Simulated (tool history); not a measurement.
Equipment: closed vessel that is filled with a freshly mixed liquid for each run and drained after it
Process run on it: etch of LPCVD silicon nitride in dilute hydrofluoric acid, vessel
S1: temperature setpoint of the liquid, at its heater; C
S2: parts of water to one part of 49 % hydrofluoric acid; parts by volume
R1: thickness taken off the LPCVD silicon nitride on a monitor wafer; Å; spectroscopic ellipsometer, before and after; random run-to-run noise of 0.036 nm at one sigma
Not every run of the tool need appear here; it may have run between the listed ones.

Run 1, day 0: S1 23 C, S2 45 parts by volume, time in the liquid (s) 510. Result: R1 52.293 Å.
Run 2, day 0.079: S1 23.5 C, S2 45 parts by volume, time in the liquid (s) 510. Result: R1 53.999 Å.
Run 3, day 0.442: S1 23.5 C, S2 45 parts by volume, time in the liquid (s) 510. Result: R1 54.052 Å.
Run 4, day 0.833: S1 23.5 C, S2 45 parts by volume, time in the liquid (s) 510. Result: R1 55.012 Å.
Run 5, day 1.229: S1 23.5 C, S2 50 parts by volume, time in the liquid (s) 510. Result: R1 49.295 Å.
Run 6, day 1.608: S1 23.5 C, S2 50 parts by volume, time in the liquid (s) 300. Result: R1 28.942 Å.
Run 7, day 1.712: S1 24.5 C, S2 50 parts by volume, time in the liquid (s) 300. Result: R1 31.135 Å.
Run 8, day 1.875: S1 23.5 C, S2 50 parts by volume, time in the liquid (s) 300. Result: R1 28.967 Å.
Run 9, day 2.125: S1 24.5 C, S2 50 parts by volume, time in the liquid (s) 300. Result: R1 30.917 Å.
Run 10, day 2.208: S1 24 C, S2 40 parts by volume, time in the liquid (s) 300. Result: R1 37.122 Å.
Run 11, day 2.375: S1 23.5 C, S2 40 parts by volume, time in the liquid (s) 315. Result: R1 37.728 Å.
Run 12, day 2.483: S1 24 C, S2 40 parts by volume, time in the liquid (s) 335. Result: R1 41.686 Å.
Run 13, day 2.733: S1 24 C, S2 40 parts by volume, time in the liquid (s) 340. Result: R1 42.216 Å.
Run 14, day 3.112: S1 24 C, S2 40 parts by volume, time in the liquid (s) 345. Result: R1 42.874 Å.

What will run 15 give?
Run 15, day 3.288: S1 24 C, S2 40 parts by volume, time in the liquid (s) 350. Result: R1 ?.

R1: 43.555 Å
